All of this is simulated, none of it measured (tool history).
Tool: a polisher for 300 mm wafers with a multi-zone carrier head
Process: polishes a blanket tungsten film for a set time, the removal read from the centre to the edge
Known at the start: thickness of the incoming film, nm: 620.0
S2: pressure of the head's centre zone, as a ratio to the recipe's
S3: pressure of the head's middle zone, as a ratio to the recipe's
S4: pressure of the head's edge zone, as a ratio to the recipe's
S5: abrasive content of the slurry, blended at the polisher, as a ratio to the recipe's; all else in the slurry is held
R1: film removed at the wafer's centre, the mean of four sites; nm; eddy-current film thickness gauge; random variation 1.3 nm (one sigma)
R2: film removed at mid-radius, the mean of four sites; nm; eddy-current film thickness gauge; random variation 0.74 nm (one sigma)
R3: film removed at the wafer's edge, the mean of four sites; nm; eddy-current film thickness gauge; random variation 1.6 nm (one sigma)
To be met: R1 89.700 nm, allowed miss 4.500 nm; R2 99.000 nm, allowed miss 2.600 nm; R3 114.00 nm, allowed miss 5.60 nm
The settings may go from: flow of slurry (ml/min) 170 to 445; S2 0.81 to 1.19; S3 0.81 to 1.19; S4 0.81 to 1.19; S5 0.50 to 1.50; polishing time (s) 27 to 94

run 1 day=0.000 | flow_of_slurry_(ml/min)=285 S2=1.00 S3=1.00 S4=1.00 S5=1.00 polishing_time_(s)=60 | R1=203.420 R2=208.860 R3=201.13
run 2 day=0.200 | flow_of_slurry_(ml/min)=275 S2=0.97 S3=0.97 S4=1.01 S5=0.90 polishing_time_(s)=55 | R1=180.190 R2=183.020 R3=179.81
run 3 day=0.404 | flow_of_slurry_(ml/min)=275 S2=0.97 S3=0.90 S4=1.01 S5=0.90 polishing_time_(s)=55 | R1=179.100 R2=171.720 R3=184.27
run 4 day=0.588 | flow_of_slurry_(ml/min)=275 S2=0.97 S3=0.90 S4=1.07 S5=0.90 polishing_time_(s)=55 | R1=180.130 R2=171.580 R3=189.61
run 5 day=0.758 | flow_of_slurry_(ml/min)=275 S2=0.97 S3=0.90 S4=0.99 S5=0.90 polishing_time_(s)=55 | R1=177.570 R2=170.900 R3=178.97
run 6 day=1.096 | flow_of_slurry_(ml/min)=265 S2=0.94 S3=0.90 S4=1.03 S5=0.85 polishing_time_(s)=50 | R1=154.010 R2=153.980 R3=167.22
run 7 day=1.300 | flow_of_slurry_(ml/min)=230 S2=0.84 S3=0.83 S4=0.99 S5=0.60 polishing_time_(s)=33 | R1=83.302 R2=87.559 R3=98.55
run 8 day=1.642 | flow_of_slurry_(ml/min)=250 S2=0.84 S3=0.84 S4=1.02 S5=0.60 polishing_time_(s)=33 | R1=83.736 R2=89.704 R3=102.11
run 9 day=1.929 | flow_of_slurry_(ml/min)=265 S2=0.84 S3=0.85 S4=1.04 S5=0.60 polishing_time_(s)=33 | R1=83.662 R2=89.761 R3=103.32
run 10 day=2.008 | flow_of_slurry_(ml/min)=275 S2=0.86 S3=0.92 S4=1.12 S5=0.85 polishing_time_(s)=34 | R1=95.166 R2=105.410 R3=119.13
run 11 day=2.033 | flow_of_slurry_(ml/min)=275 S2=0.85 S3=0.91 S4=1.11 S5=0.85 polishing_time_(s)=34 | R1=93.918 R2=105.670 R3=118.45
run 12 day=2.058 | flow_of_slurry_(ml/min)=270 S2=0.85 S3=0.90 S4=1.10 S5=0.85 polishing_time_(s)=34 | R1=96.397 R2=106.100 R3=116.13
run 13 day=2.125 | flow_of_slurry_(ml/min)=265 S2=0.81 S3=0.85 S4=1.14 S5=0.75 polishing_time_(s)=33 | R1=85.439 R2=95.302 R3=112.81

4 next moves are on the table. One of them brings every result within its allowed miss. Which?
run A day=2.192 | flow_of_slurry_(ml/min)=325 S2=0.81 S3=0.83 S4=1.07 S5=0.60 polishing_time_(s)=36 | R1=? R2=? R3=?
run B day=2.192 | flow_of_slurry_(ml/min)=200 S2=0.82 S3=0.85 S4=1.19 S5=0.60 polishing_time_(s)=34 | R1=? R2=? R3=?
run C day=2.192 | flow_of_slurry_(ml/min)=205 S2=0.81 S3=1.04 S4=1.17 S5=0.75 polishing_time_(s)=32 | R1=? R2=? R3=?
run D day=2.192 | flow_of_slurry_(ml/min)=270 S2=0.90 S3=0.81 S4=1.05 S5=0.60 polishing_time_(s)=35 | R1=? R2=? R3=?

move=A R1=92.256 R2=99.851 R3=116.54
move=B R1=82.259 R2=90.095 R3=109.54
move=C R1=80.125 R2=103.460 R3=106.72
move=D R1=97.572 R2=93.426 R3=110.82
A: meets every target
B: further off than the last run
C: takes the result that was furthest off past its target
D: further off than the last run
Answer: A

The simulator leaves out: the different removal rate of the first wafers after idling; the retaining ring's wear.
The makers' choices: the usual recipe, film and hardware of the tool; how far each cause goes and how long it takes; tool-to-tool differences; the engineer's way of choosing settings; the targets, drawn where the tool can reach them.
